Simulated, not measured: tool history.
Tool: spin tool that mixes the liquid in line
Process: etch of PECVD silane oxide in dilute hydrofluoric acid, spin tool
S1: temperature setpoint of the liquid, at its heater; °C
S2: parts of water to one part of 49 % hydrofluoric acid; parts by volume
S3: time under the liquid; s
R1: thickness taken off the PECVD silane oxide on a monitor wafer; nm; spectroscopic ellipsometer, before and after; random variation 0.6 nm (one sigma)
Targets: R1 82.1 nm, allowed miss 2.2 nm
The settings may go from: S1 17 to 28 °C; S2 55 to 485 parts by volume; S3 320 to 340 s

run	day	S1	S2	S3	R1
1	0	20	270	320	23.903
2	0.371	21.5	230	320	30.74
3	0.546	21.5	230	340	32.649
4	0.592	21.5	290	340	24.434
5	0.629	19.5	290	340	22.464
6	0.796	19.5	385	340	15.489
7	0.954	21	325	340	20.613
8	1.312	22.5	275	340	27.535
9	1.692	23.5	235	340	33.755
10	1.862	24.5	200	340	43.445
11	2.042	25	180	340	49.52
12	2.2	25.5	165	340	56.938
13	2.3	26	155	340	61.853
14	2.579	26.5	150	340	65.539
15	2.654	27	145	340	70.098
16	3.012	27	140	340	71.945
17	3.104	27	135	340	75.647

Which of these 5 next moves meets every target?
A	3.196	24	115	340	?
B	3.196	26	115	330	?
C	3.196	27.5	120	335	?
D	3.196	28	125	340	?
E	3.196	27.5	120	340	?

move	R1
A	81.39
B	85.374
C	87.383
D	86.195
E	88.687
A: meets every target
B: takes the result that was furthest off past its target
C: takes the result that was furthest off past its target
D: takes the result that was furthest off past its target
E: takes the result that was furthest off past its target
Answer: A

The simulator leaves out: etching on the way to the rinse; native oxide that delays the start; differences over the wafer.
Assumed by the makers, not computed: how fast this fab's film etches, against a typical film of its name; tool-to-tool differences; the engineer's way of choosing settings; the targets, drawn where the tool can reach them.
